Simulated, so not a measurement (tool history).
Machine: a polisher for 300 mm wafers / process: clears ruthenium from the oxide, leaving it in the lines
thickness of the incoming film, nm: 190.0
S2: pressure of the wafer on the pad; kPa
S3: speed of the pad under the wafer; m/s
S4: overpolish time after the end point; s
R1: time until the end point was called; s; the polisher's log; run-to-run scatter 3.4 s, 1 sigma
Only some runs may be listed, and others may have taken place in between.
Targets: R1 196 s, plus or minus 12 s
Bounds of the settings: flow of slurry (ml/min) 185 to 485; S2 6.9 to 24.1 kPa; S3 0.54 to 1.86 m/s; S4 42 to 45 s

run 1 hour=0 | flow_of_slurry_(ml/min)=310 S2=15.2 S3=1.18 S4=42 | R1=110.47
run 2 hour=1.1 | flow_of_slurry_(ml/min)=310 S2=15.2 S3=0.88 S4=42 | R1=135.22
run 3 hour=2 | flow_of_slurry_(ml/min)=310 S2=13.8 S3=0.86 S4=42 | R1=148.27
run 4 hour=3.1 | flow_of_slurry_(ml/min)=340 S2=13.8 S3=0.86 S4=42 | R1=149.34
run 5 hour=7.7 | flow_of_slurry_(ml/min)=340 S2=12.4 S3=0.84 S4=42 | R1=166.04
run 6 hour=13.5 | flow_of_slurry_(ml/min)=340 S2=12.4 S3=0.84 S4=45 | R1=160.93
-- hour=18.3 head pressure recalibrated
run 7 hour=18.3 | flow_of_slurry_(ml/min)=340 S2=11.7 S3=0.82 S4=45 | R1=165.15
run 8 hour=19 | flow_of_slurry_(ml/min)=340 S2=11 S3=0.8 S4=45 | R1=176.97

4 next moves are on the table. One of them brings every result within its allowed miss. Which?
run A hour=19.7 | flow_of_slurry_(ml/min)=305 S2=10.3 S3=0.76 S4=43 | R1=?
run B hour=19.7 | flow_of_slurry_(ml/min)=335 S2=11.7 S3=0.76 S4=42 | R1=?
run C hour=19.7 | flow_of_slurry_(ml/min)=320 S2=15.2 S3=0.54 S4=45 | R1=?
run D hour=19.7 | flow_of_slurry_(ml/min)=335 S2=13.8 S3=0.58 S4=42 | R1=?

move=A R1=192.94
move=B R1=173.06
move=C R1=168.21
move=D R1=175.16
A: all results land within tolerance of their targets
B: lands further from the targets than the last run did
C: lands further from the targets than the last run did
D: lands further from the targets than the last run did
Correct choice: A, which meets every target

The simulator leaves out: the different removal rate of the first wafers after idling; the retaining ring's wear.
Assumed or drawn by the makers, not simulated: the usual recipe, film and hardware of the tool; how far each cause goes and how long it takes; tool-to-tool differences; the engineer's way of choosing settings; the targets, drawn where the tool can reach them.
